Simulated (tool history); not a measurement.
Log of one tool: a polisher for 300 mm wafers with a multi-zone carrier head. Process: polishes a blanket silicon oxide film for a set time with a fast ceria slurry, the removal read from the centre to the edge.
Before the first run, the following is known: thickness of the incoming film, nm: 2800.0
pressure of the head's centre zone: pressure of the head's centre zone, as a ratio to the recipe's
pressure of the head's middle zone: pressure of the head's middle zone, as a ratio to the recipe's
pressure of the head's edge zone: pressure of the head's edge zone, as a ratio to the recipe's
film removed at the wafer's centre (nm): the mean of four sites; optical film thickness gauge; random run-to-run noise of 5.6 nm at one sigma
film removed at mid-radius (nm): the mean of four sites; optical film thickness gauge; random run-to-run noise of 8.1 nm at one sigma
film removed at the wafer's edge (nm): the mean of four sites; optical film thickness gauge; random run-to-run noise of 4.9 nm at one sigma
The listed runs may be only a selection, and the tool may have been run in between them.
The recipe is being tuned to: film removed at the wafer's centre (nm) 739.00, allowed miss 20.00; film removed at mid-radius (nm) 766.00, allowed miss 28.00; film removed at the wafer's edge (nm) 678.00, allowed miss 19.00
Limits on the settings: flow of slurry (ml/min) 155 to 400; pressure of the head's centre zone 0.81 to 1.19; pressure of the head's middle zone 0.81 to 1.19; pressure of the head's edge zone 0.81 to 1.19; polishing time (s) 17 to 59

run  hour  flow of slurry (ml/min)  pressure of the head's centre zone  pressure of the head's middle zone  pressure of the head's edge zone  polishing time (s)  film removed at the wafer's centre (nm)  film removed at mid-radius (nm)  film removed at the wafer's edge (nm)
  1   0.0                      255                                1.00                                1.00                              1.00                  38                                   628.38                           621.92                                 609.27
  2   3.4                      255                                1.00                                1.04                              1.00                  38                                   636.46                           634.37                                 610.90
  3   8.2                      270                                1.00                                1.07                              1.01                  39                                   659.67                           663.86                                 640.46
  4  12.3                      270                                1.00                                1.07                              1.01                  44                                   750.84                           748.40                                 706.49
  5  13.4                      270                                1.00                                0.99                              1.01                  44                                   736.56                           704.87                                 706.94
  6  17.3                      215                                1.00                                0.99                              1.01                  44                                   715.94                           698.81                                 696.70
  7  19.6                      215                                1.00                                1.02                              0.99                  44                                   722.45                           712.40                                 702.91
  8  26.2                      255                                1.01                                1.12                              0.89                  43                                   720.55                           767.95                                 641.53
  9  28.7                      260                                1.01                                1.12                              0.91                  43                                   731.70                           751.41                                 658.54

5 next moves are on the table. One of them brings every result within its allowed miss. Which?
  A  31.2                      275                                1.03                                1.08                              0.81                  43                                        ?                                ?                                      ?
  B  31.2                      330                                1.13                                1.14                              0.89                  39                                        ?                                ?                                      ?
  C  31.2                      285                                1.02                                1.11                              0.95                  43                                        ?                                ?                                      ?
  D  31.2                      250                                1.10                                1.12                              0.95                  41                                        ?                                ?                                      ?
  E  31.2                      275                                1.03                                1.13                              0.81                  42                                        ?                                ?                                      ?

move  film removed at the wafer's centre (nm)  film removed at mid-radius (nm)  film removed at the wafer's edge (nm)
   A                                   737.41                           744.23                                 636.15
   B                                   741.39                           717.07                                 608.01
   C                                   733.37                           764.07                                 685.09
   D                                   740.76                           725.60                                 647.57
   E                                   720.51                           755.67                                 620.94
A: further off than the last run
B: further off than the last run
C: in spec on every target
D: further off than the last run
E: further off than the last run
C is the move that brings every result within its allowed miss.
